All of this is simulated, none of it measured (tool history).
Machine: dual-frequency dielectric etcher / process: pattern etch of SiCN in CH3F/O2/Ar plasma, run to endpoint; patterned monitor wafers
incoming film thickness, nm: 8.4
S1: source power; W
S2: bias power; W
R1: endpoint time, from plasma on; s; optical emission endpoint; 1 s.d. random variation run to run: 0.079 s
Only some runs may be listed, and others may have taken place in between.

| run | hour | S1 | S2 | R1 |
|---|---|---|---|---|
| 1 | 0.0 | 480 | 64 | 20.780 |
| 2 | 7.5 | 500 | 65 | 20.235 |
| 3 | 13.3 | 520 | 66 | 19.918 |
| 4 | 21.0 | 520 | 74 | 19.264 |
| 5 | 27.2 | 450 | 74 | 20.175 |
| 6 | 32.2 | 470 | 75 | 19.831 |
| 7 | 34.0 | 490 | 76 | 19.406 |
| 8 | 38.2 | 500 | 77 | 19.144 |

Expected results for the next run?
| 9 | 46.3 | 510 | 77 | ? |

{"run 9": {"R1": 19.172}}

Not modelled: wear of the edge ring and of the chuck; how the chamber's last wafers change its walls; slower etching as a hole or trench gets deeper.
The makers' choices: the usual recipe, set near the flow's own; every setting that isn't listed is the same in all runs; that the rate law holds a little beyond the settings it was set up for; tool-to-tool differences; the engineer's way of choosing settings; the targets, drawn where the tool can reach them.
